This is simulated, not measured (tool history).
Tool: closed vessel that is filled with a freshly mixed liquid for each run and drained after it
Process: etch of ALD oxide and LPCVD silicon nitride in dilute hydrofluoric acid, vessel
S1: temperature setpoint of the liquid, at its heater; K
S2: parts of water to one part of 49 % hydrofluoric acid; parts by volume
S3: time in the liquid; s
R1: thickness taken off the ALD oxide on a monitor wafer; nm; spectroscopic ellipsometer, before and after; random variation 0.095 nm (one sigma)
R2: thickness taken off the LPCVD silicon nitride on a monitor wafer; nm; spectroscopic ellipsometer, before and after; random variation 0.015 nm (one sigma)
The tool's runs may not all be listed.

run  hour      S1   S2   S3       R1       R2
  1   0.0  297.15  135  225  15.4030  0.82586
  2   6.5  300.15  135  225  17.5210  1.03520
  3   8.5  297.65  130  225  16.5720  0.88514
  4  15.7  296.15  130  225  15.5280  0.80691
  5  19.7  296.15  130  140   9.6397  0.48222
  6  24.5  298.65  130  140  10.7320  0.58103
  7  32.1  298.15  115  135  11.5740  0.63344

Forecast run 8:
  8  35.2  294.65  80  140   ?   ?

Run 8 gave R1 15.5930 nm, R2 0.72355 nm.
